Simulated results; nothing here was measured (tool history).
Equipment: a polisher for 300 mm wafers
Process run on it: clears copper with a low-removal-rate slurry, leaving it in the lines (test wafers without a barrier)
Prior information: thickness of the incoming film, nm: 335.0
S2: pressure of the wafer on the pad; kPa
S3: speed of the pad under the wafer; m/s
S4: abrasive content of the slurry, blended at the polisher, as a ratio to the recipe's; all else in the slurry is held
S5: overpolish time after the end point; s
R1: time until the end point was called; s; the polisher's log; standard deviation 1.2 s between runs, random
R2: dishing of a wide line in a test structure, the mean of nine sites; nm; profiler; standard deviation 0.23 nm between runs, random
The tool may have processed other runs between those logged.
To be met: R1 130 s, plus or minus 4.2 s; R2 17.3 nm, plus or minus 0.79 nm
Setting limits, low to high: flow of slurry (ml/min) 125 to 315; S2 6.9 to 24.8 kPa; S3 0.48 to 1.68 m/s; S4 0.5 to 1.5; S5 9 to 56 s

{"run": 1, "day": 0.0, "flow of slurry (ml/min)": 205, "S2": 15.9, "S3": 1.08, "S4": 1, "S5": 29, "R1": 167.67, "R2": 34.016}
{"run": 2, "day": 0.267, "flow of slurry (ml/min)": 210, "S2": 15.2, "S3": 1.14, "S4": 1, "S5": 26, "R1": 164.73, "R2": 31.597}
{"run": 3, "day": 0.604, "flow of slurry (ml/min)": 210, "S2": 13.1, "S3": 1.14, "S4": 1, "S5": 26, "R1": 181.55, "R2": 29.896}
{"run": 4, "day": 0.762, "flow of slurry (ml/min)": 210, "S2": 13.1, "S3": 1.38, "S4": 1, "S5": 26, "R1": 155.2, "R2": 33.907}
{"run": 5, "day": 1.025, "flow of slurry (ml/min)": 185, "S2": 13.1, "S3": 1.38, "S4": 1, "S5": 26, "R1": 156.67, "R2": 33.708}
{"run": 6, "day": 1.212, "flow of slurry (ml/min)": 205, "S2": 13.8, "S3": 1.3, "S4": 1.05, "S5": 24, "R1": 154.82, "R2": 31.303}
{"run": 7, "day": 1.429, "flow of slurry (ml/min)": 220, "S2": 13.8, "S3": 1.26, "S4": 1.1, "S5": 22, "R1": 156.38, "R2": 29.786}
{"run": 8, "day": 1.792, "flow of slurry (ml/min)": 235, "S2": 14.5, "S3": 1.2, "S4": 1.15, "S5": 20, "R1": 156.03, "R2": 27.688}
{"run": 9, "day": 2.025, "flow of slurry (ml/min)": 245, "S2": 15.2, "S3": 1.14, "S4": 1.2, "S5": 18, "R1": 155.04, "R2": 26.319}
{"run": 10, "day": 2.058, "flow of slurry (ml/min)": 255, "S2": 15.9, "S3": 1.1, "S4": 1.25, "S5": 17, "R1": 152.9, "R2": 25.239}
{"run": 11, "day": 2.171, "flow of slurry (ml/min)": 265, "S2": 16.5, "S3": 1.06, "S4": 1.3, "S5": 16, "R1": 151.98, "R2": 24.403}
{"run": 12, "day": 2.221, "flow of slurry (ml/min)": 270, "S2": 17.2, "S3": 1.02, "S4": 1.35, "S5": 15, "R1": 150.84, "R2": 23.182}
{"run": 13, "day": 2.375, "flow of slurry (ml/min)": 315, "S2": 21.4, "S3": 0.72, "S4": 1.5, "S5": 9, "R1": 172.29, "R2": 13.856}
{"run": 14, "day": 2.458, "flow of slurry (ml/min)": 310, "S2": 22.1, "S3": 0.74, "S4": 1.5, "S5": 9, "R1": 165.57, "R2": 14.56}
{"run": 15, "day": 2.567, "flow of slurry (ml/min)": 310, "S2": 22.8, "S3": 0.76, "S4": 1.5, "S5": 9, "R1": 155, "R2": 14.961}
{"day": 2.804, "done": "worn pad replaced by a new one"}
{"run": 16, "day": 2.804, "flow of slurry (ml/min)": 310, "S2": 22.8, "S3": 0.78, "S4": 1.5, "S5": 9, "R1": 137.32, "R2": 16.654}

Which of these 4 next moves meets every target?
{"run": "A", "day": 3.042, "flow of slurry (ml/min)": 315, "S2": 24.8, "S3": 0.7, "S4": 1.5, "S5": 9, "R1": "?", "R2": "?"}
{"run": "B", "day": 3.042, "flow of slurry (ml/min)": 315, "S2": 20.7, "S3": 0.84, "S4": 1.45, "S5": 9, "R1": "?", "R2": "?"}
{"run": "C", "day": 3.042, "flow of slurry (ml/min)": 315, "S2": 21.4, "S3": 0.78, "S4": 1.4, "S5": 9, "R1": "?", "R2": "?"}
{"run": "D", "day": 3.042, "flow of slurry (ml/min)": 315, "S2": 24.8, "S3": 0.76, "S4": 1.5, "S5": 9, "R1": "?", "R2": "?"}

move=A R1=142.45 R2=16.092
move=B R1=140.17 R2=16.268
move=C R1=147.75 R2=15.56
move=D R1=131.68 R2=17.206
A: its largest miss is bigger than the last run's
B: its largest miss is bigger than the last run's
C: its largest miss is bigger than the last run's
D: all results in spec
Correct choice: D, which meets every target
